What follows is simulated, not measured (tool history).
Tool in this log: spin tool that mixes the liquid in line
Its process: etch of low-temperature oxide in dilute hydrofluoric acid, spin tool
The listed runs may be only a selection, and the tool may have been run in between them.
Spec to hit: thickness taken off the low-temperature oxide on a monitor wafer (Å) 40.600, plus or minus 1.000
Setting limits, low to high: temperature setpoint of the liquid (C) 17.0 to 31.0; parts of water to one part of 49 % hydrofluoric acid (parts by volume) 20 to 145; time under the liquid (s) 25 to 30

run	hour	temperature setpoint of the liquid (C)	parts of water to one part of 49 % hydrofluoric acid (parts by volume)	time under the liquid (s)	thickness taken off the low-temperature oxide on a monitor wafer (Å)
1	0.0	23.0	80	30	49.844
2	6.0	21.5	80	30	46.521
3	8.4	19.0	80	30	42.592
4	15.9	19.0	80	25	35.478
5	19.7	20.0	80	25	36.850
6	25.6	20.5	80	25	37.709
7	30.6	21.0	80	25	38.262
8	36.2	21.5	80	25	38.740

Which of these 4 next moves meets every target?
A	41.8	22.5	95	30	?
B	41.8	18.0	75	30	?
C	41.8	22.0	75	25	?
D	41.8	22.5	75	25	?

move	thickness taken off the low-temperature oxide on a monitor wafer (Å)
A	39.923
B	42.883
C	42.251
D	43.128
A: in spec on every target
B: moves the result that the last run missed by most past its target, out the other side
C: moves the result that the last run missed by most past its target, out the other side
D: moves the result that the last run missed by most past its target, out the other side
Answer: A
